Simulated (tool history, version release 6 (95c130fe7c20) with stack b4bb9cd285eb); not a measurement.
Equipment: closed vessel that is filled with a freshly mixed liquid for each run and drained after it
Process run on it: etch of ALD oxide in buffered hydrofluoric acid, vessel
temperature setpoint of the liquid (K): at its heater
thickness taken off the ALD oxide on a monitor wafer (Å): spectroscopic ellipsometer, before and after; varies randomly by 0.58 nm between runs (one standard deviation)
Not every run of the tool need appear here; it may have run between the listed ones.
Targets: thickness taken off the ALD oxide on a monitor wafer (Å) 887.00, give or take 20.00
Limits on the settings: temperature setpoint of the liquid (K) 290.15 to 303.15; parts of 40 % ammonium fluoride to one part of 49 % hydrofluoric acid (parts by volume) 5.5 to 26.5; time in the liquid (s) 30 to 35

run,day,temperature setpoint of the liquid (K),parts of 40 % ammonium fluoride to one part of 49 % hydrofluoric acid (parts by volume),time in the liquid (s),thickness taken off the ALD oxide on a monitor wafer (Å)
1,0.000,295.15,16.0,35,671.08
2,0.179,295.15,16.0,30,572.57
3,0.488,293.15,16.0,30,518.95
4,0.671,294.65,16.0,30,563.91
5,0.971,296.15,16.0,30,614.31
6,1.075,297.65,16.0,30,676.64
7,1.412,298.65,16.0,30,700.20
# day 1.758: thermometer replaced
8,1.758,299.65,16.0,30,831.93

Which single option among these 4 for the next run brings every result within its allowed miss of target? Just one does.
A,2.104,301.15,17.5,30,?
B,2.104,299.15,17.0,35,?
C,2.104,300.15,16.0,30,?
D,2.104,302.15,21.5,35,?

move,thickness taken off the ALD oxide on a monitor wafer (Å)
A,823.28
B,887.73
C,852.28
D,845.41
A: further off than the last run
B: every result lands within tolerance
C: moves toward the targets from the last run without getting all of them in spec
D: moves toward the targets from the last run without getting all of them in spec
Correct choice: B, which meets every target

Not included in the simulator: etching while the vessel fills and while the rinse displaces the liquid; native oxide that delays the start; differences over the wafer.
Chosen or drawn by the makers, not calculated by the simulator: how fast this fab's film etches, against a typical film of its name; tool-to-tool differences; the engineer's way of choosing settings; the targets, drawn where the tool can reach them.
